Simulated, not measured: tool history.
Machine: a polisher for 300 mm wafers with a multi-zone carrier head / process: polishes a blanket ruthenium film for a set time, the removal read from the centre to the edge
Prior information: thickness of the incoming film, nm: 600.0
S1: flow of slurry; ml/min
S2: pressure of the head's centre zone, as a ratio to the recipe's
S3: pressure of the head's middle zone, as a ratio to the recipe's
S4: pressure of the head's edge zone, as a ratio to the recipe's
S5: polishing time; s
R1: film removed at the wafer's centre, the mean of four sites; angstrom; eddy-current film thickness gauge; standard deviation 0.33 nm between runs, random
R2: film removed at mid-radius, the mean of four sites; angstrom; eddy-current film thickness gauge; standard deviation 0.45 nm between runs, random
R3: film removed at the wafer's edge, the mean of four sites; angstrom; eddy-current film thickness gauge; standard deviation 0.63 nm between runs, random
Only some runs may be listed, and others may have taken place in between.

| run | hour | S1 | S2 | S3 | S4 | S5 | R1 | R2 | R3 |
|---|---|---|---|---|---|---|---|---|---|
| 1 | 0 | 180 | 1 | 1 | 1 | 76 | 519.38 | 511.34 | 502.12 |
| 2 | 1.8 | 145 | 1 | 1 | 1 | 76 | 504.93 | 482.39 | 505.79 |
| 3 | 8.4 | 145 | 1 | 1.07 | 1 | 76 | 501.7 | 513.3 | 492.82 |
| 4 | 11.7 | 145 | 1 | 1.07 | 1.05 | 76 | 502.7 | 508.73 | 505.8 |
| 5 | 18.2 | 145 | 1 | 1.07 | 1.05 | 58 | 381.41 | 400 | 378.9 |
| 6 | 26.6 | 115 | 1 | 1.07 | 1.05 | 58 | 371 | 385.43 | 372.41 |
| 7 | 33 | 135 | 1.02 | 1.05 | 1.07 | 59 | 393.3 | 394.87 | 404.53 |

Run 8 is up next; what results do you expect?
| 8 | 35.1 | 150 | 1.04 | 1.04 | 1.06 | 59 | ? | ? | ? |

R1: 405.63 angstrom
R2: 393.43 angstrom
R3: 392.96 angstrom

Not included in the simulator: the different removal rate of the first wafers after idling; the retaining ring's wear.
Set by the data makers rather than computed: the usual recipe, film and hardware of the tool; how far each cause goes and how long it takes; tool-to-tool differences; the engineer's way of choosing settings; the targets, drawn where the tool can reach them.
